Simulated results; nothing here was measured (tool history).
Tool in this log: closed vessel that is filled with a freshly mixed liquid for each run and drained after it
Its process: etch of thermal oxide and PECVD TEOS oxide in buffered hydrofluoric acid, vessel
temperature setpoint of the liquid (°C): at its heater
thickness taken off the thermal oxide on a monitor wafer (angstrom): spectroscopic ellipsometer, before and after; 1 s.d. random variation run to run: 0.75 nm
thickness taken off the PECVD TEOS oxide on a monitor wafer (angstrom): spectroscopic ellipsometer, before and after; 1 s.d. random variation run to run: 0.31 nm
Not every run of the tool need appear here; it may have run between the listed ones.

run  hour  temperature setpoint of the liquid (°C)  parts of 40 % ammonium fluoride to one part of 49 % hydrofluoric acid (parts by volume)  time in the liquid (s)  thickness taken off the thermal oxide on a monitor wafer (angstrom)  thickness taken off the PECVD TEOS oxide on a monitor wafer (angstrom)
  1     0                                       22                                                                                     16.5                      65                                                               418.17                                                                  427.76
  2   8.8                                     23.5                                                                                       16                      65                                                                468.9                                                                  479.46
  3  14.1                                     23.5                                                                                       12                      65                                                               618.02                                                                  638.48
  4    16                                       21                                                                                       12                      65                                                                548.1                                                                  552.94
  5  18.3                                       22                                                                                       12                      65                                                               589.36                                                                  584.26
  6  24.1                                       25                                                                                       12                      65                                                               682.33                                                                  688.07

The next listed run, before its measurement:
  7  28.8                                     25.5                                                                                       12                      65                                                                    ?                                                                       ?

thickness taken off the thermal oxide on a monitor wafer (angstrom): 693.25
thickness taken off the PECVD TEOS oxide on a monitor wafer (angstrom): 708.58
